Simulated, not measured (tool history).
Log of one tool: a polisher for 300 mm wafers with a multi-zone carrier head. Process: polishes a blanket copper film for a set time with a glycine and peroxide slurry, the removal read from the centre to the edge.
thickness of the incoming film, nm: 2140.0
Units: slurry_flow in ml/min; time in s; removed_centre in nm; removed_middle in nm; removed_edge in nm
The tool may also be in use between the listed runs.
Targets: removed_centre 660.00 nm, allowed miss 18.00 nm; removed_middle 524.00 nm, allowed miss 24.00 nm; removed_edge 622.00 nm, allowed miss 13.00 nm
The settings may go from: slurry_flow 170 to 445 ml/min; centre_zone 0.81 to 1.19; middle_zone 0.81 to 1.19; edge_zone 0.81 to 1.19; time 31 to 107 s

run,day,slurry_flow,centre_zone,middle_zone,edge_zone,time,removed_centre,removed_middle,removed_edge
1,0.000,285,1.00,1.00,1.00,69,534.51,515.90,537.27
2,0.196,295,1.02,0.99,1.03,69,548.80,527.82,553.07
3,0.279,295,1.02,0.99,1.07,69,542.08,536.35,556.28
4,0.450,295,1.02,0.99,1.07,58,462.06,443.13,470.29
5,0.496,295,1.02,0.94,1.07,58,460.38,430.82,471.57
6,0.821,300,1.04,0.92,1.09,60,481.33,438.91,498.00
7,0.996,310,1.06,0.92,1.10,62,512.93,446.87,516.85
8,1.346,315,1.07,0.93,1.11,63,527.01,471.31,528.15

Which of these 4 next moves meets every target?
A,1.696,350,1.02,1.02,1.13,51,?,?,?
B,1.696,345,0.98,1.05,1.12,74,?,?,?
C,1.696,315,0.88,1.16,1.14,53,?,?,?
D,1.696,345,1.17,0.87,1.12,74,?,?,?

move,removed_centre,removed_middle,removed_edge
A,410.09,414.93,431.59
B,576.74,615.15,622.58
C,378.37,472.90,446.52
D,659.55,532.35,623.94
A: further off than the last run
B: nearer than the last run, and not there yet
C: further off than the last run
D: meets every target
The right move is D.
